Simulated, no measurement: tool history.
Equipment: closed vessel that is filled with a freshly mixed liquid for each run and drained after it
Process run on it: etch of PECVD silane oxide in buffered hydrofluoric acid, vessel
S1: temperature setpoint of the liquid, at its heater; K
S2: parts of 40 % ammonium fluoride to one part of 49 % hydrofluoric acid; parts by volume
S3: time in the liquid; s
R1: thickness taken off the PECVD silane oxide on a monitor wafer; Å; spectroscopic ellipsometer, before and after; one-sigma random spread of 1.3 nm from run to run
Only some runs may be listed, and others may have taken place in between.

| run | hour | S1 | S2 | S3 | R1 |
|---|---|---|---|---|---|
| 1 | 0 | 295.15 | 8.5 | 30 | 1180.8 |
| 2 | 1.9 | 295.15 | 8.5 | 30 | 1157.2 |
| 3 | 8.1 | 296.15 | 8.5 | 30 | 1256.4 |
| 4 | 14.4 | 296.65 | 8.5 | 30 | 1295.6 |
| 5 | 16.3 | 293.65 | 8.5 | 30 | 1089.8 |
| 6 | 23.4 | 295.15 | 8.5 | 30 | 1197.4 |

Run 7 has not been measured yet. What should we expect?
| 7 | 32 | 296.15 | 8.5 | 30 | ? |

{"run 7": {"R1": 1242.8}}
